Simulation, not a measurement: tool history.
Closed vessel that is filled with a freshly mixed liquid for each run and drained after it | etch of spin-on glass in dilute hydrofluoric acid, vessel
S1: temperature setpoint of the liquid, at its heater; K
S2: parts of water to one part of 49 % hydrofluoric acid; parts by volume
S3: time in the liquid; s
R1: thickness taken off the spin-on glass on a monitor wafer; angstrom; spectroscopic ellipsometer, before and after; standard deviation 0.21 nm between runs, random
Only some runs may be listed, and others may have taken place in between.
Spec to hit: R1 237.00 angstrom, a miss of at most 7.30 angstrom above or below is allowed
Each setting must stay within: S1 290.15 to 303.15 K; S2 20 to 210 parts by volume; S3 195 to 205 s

| run | hour | S1 | S2 | S3 | R1 |
|---|---|---|---|---|---|
| 1 | 0.0 | 295.15 | 115 | 195 | 327.02 |
| 2 | 7.1 | 294.15 | 120 | 195 | 297.04 |
| 3 | 8.0 | 293.15 | 120 | 195 | 276.93 |
| 4 | 13.0 | 292.65 | 120 | 195 | 280.79 |
| 5 | 21.5 | 292.15 | 120 | 195 | 274.91 |
| 6 | 28.3 | 292.15 | 120 | 195 | 271.13 |
| 7 | 29.8 | 291.65 | 120 | 195 | 262.81 |
| 8 | 33.0 | 291.15 | 120 | 195 | 259.99 |
| 9 | 34.4 | 291.15 | 120 | 195 | 262.40 |

Of the 4 settings listed for the next run, only one would bring every result within its allowed miss of target. Which one?
| A | 35.8 | 293.65 | 130 | 205 | ? |
| B | 35.8 | 290.15 | 115 | 195 | ? |
| C | 35.8 | 291.15 | 130 | 195 | ? |
| D | 35.8 | 291.15 | 140 | 195 | ? |

| move | R1 |
|---|---|
| A | 281.27 |
| B | 266.20 |
| C | 241.73 |
| D | 222.20 |
A: its largest miss is bigger than the last run's
B: its largest miss is bigger than the last run's
C: meets every target
D: the result that was furthest off in the last run now lies on the other side of its target
So the answer is move C, the one that meets all the targets.
